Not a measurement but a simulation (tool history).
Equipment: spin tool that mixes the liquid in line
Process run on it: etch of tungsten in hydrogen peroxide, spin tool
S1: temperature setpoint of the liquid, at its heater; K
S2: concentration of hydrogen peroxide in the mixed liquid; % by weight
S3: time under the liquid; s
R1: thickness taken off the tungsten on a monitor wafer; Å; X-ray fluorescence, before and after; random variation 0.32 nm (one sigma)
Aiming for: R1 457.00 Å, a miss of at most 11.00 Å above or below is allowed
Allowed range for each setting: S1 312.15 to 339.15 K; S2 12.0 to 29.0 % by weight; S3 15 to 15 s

run 1 hour=0.0 | S1=328.15 S2=19.5 S3=15 | R1=613.26
run 2 hour=6.5 | S1=327.65 S2=19.5 S3=15 | R1=594.50
run 3 hour=15.0 | S1=330.65 S2=19.5 S3=15 | R1=698.32
run 4 hour=19.3 | S1=329.65 S2=19.5 S3=15 | R1=664.03
run 5 hour=24.6 | S1=329.65 S2=19.5 S3=15 | R1=658.35
run 6 hour=26.8 | S1=333.65 S2=19.5 S3=15 | R1=843.78
run 7 hour=33.5 | S1=332.15 S2=19.5 S3=15 | R1=770.41
run 8 hour=40.5 | S1=324.15 S2=19.5 S3=15 | R1=479.28

4 next moves are on the table. One of them brings every result within its allowed miss. Which?
run A hour=47.5 | S1=325.15 S2=18.0 S3=15 | R1=?
run B hour=47.5 | S1=323.65 S2=19.0 S3=15 | R1=?
run C hour=47.5 | S1=325.15 S2=18.5 S3=15 | R1=?
run D hour=47.5 | S1=325.65 S2=18.0 S3=15 | R1=?

move=A R1=495.28
move=B R1=464.60
move=C R1=502.11
move=D R1=510.44
A: its largest miss is bigger than the last run's
B: every result lands within tolerance
C: its largest miss is bigger than the last run's
D: its largest miss is bigger than the last run's
So the answer is move B, the one that meets all the targets.
